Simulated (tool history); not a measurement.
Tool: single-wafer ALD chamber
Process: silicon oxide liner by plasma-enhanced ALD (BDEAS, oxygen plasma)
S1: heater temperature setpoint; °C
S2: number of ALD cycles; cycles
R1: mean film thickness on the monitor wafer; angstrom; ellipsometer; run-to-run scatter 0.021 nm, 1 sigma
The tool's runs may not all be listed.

{"run": 1, "hour": 0.0, "S1": 315, "S2": 71, "R1": 69.471}
{"run": 2, "hour": 5.1, "S1": 320, "S2": 71, "R1": 69.263}
{"run": 3, "hour": 10.5, "S1": 320, "S2": 64, "R1": 62.019}
{"run": 4, "hour": 18.4, "S1": 320, "S2": 74, "R1": 71.942}
{"run": 5, "hour": 24.6, "S1": 325, "S2": 74, "R1": 71.065}
{"run": 6, "hour": 29.7, "S1": 326, "S2": 70, "R1": 67.044}
{"run": 7, "hour": 32.8, "S1": 326, "S2": 70, "R1": 66.931}
{"run": 8, "hour": 37.7, "S1": 327, "S2": 67, "R1": 64.32}
{"run": 9, "hour": 43.1, "S1": 327, "S2": 64, "R1": 61.276}
{"run": 10, "hour": 44.4, "S1": 327, "S2": 62, "R1": 59.535}
{"run": 11, "hour": 53.0, "S1": 327, "S2": 61, "R1": 58.428}

Forecast run 12:
{"run": 12, "hour": 54.8, "S1": 327, "S2": 60, "R1": "?"}

Run 12 yielded R1 57.571 angstrom.
